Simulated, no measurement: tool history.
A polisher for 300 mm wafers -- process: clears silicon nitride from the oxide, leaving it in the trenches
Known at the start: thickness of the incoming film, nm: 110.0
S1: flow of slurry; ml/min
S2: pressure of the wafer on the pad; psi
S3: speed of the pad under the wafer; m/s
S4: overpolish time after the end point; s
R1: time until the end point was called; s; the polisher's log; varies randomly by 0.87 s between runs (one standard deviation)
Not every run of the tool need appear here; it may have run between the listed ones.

run 1 hour=0.0 | S1=220 S2=3.4 S3=0.98 S4=14 | R1=102.130
run 2 hour=1.2 | S1=220 S2=3.4 S3=0.82 S4=14 | R1=124.520
run 3 hour=4.8 | S1=270 S2=3.4 S3=0.82 S4=14 | R1=118.610
run 4 hour=7.4 | S1=270 S2=4.0 S3=0.86 S4=14 | R1=96.148
run 5 hour=13.1 | S1=270 S2=4.0 S3=0.86 S4=11 | R1=98.762
run 6 hour=15.1 | S1=305 S2=4.0 S3=0.86 S4=11 | R1=96.119

Run 7 has not been measured yet. What should we expect?
run 7 hour=19.9 | S1=305 S2=4.0 S3=0.86 S4=11 | R1=?

{"run 7": {"R1": 96.749}}
